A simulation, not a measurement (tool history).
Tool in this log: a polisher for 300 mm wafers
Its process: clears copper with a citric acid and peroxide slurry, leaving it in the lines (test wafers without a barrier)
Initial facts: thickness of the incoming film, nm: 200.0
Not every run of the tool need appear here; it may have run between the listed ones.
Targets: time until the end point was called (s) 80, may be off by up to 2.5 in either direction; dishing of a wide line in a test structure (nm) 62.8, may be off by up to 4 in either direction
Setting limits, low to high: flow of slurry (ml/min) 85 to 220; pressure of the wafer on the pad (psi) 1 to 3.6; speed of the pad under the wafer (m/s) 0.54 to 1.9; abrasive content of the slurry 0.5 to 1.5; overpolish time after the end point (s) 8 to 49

run  hour  flow of slurry (ml/min)  pressure of the wafer on the pad (psi)  speed of the pad under the wafer (m/s)  abrasive content of the slurry  overpolish time after the end point (s)  time until the end point was called (s)  dishing of a wide line in a test structure (nm)
  1     0                      140                                     2.3                                    1.22                               1                                       25                                   82.782                                           41.542
  2     2                      145                                     2.3                                    1.22                               1                                       28                                   81.629                                           44.142
  3   2.6                      160                                     2.3                                    1.22                               1                                       28                                   80.559                                           44.835
  4   4.7                      160                                     1.8                                    1.22                               1                                       28                                   102.55                                           37.914
  5   8.3                      160                                     1.5                                    1.22                               1                                       28                                   119.34                                           33.013
  6  13.6                      160                                     1.7                                    1.22                               1                                       31                                   106.21                                            40.92
  7  14.7                      160                                     1.8                                    1.22                               1                                       33                                   100.45                                           43.053
  8  21.2                      160                                     1.9                                    1.22                               1                                       35                                   97.169                                           47.719
  9  27.9                      185                                     2.4                                    1.22                               1                                       39                                   74.926                                           61.167
 10  32.6                      180                                     2.4                                    1.22                               1                                       40                                    76.68                                            60.89
 11  41.4                      180                                     2.4                                    1.22                               1                                       40                                   75.246                                           63.132
 12  44.4                      175                                     2.4                                    1.22                               1                                       40                                   76.041                                           63.822
 13  45.1                      170                                     2.4                                    1.22                               1                                       40                                   76.939                                           61.018
 14    51                      170                                     2.4                                    1.22                               1                                       40                                   76.465                                           62.377

Exactly one of the 4 candidate moves below puts every result within its allowed miss. Which one?
  A  56.9                      160                                     2.3                                    1.28                             0.9                                       43                                        ?                                                ?
  B  56.9                      145                                     2.5                                    1.24                            1.15                                       36                                        ?                                                ?
  C  56.9                      155                                     2.1                                    1.46                            0.95                                       40                                        ?                                                ?
  D  56.9                      160                                     2.5                                    1.32                            1.25                                       35                                        ?                                                ?

move  time until the end point was called (s)  dishing of a wide line in a test structure (nm)
   A                                   79.389                                           62.183
   B                                   73.039                                           59.342
   C                                   75.533                                           60.459
   D                                   66.256                                           61.963
A: every result within its allowed miss
B: lands further from the targets than the last run did
C: lands further from the targets than the last run did
D: lands further from the targets than the last run did
A meets every target.
